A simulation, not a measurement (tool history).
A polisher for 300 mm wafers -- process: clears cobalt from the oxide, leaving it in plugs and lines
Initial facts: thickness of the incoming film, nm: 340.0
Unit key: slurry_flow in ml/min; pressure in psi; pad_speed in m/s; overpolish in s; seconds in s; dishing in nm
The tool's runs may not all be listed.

{"run": 1, "hour": 0.0, "slurry_flow": 170, "pressure": 1.7, "pad_speed": 0.88, "overpolish": 26, "seconds": 102.72, "dishing": 37.622}
{"run": 2, "hour": 1.7, "slurry_flow": 125, "pressure": 1.7, "pad_speed": 0.88, "overpolish": 26, "seconds": 109.65, "dishing": 34.904}
{"run": 3, "hour": 7.4, "slurry_flow": 125, "pressure": 2.1, "pad_speed": 0.88, "overpolish": 26, "seconds": 89.337, "dishing": 37.812}
{"run": 4, "hour": 13.5, "slurry_flow": 125, "pressure": 2.1, "pad_speed": 0.88, "overpolish": 19, "seconds": 91.815, "dishing": 33.828}
{"run": 5, "hour": 22.0, "slurry_flow": 105, "pressure": 2.1, "pad_speed": 0.88, "overpolish": 19, "seconds": 96.202, "dishing": 34.672}
{"run": 6, "hour": 28.1, "slurry_flow": 125, "pressure": 2.1, "pad_speed": 0.88, "overpolish": 19, "seconds": 91.184, "dishing": 32.481}

Expected results for the next run?
{"run": 7, "hour": 30.7, "slurry_flow": 120, "pressure": 1.8, "pad_speed": 0.86, "overpolish": 19, "seconds": "?", "dishing": "?"}

{"run 7": {"seconds": 106.23, "dishing": 31.156}}

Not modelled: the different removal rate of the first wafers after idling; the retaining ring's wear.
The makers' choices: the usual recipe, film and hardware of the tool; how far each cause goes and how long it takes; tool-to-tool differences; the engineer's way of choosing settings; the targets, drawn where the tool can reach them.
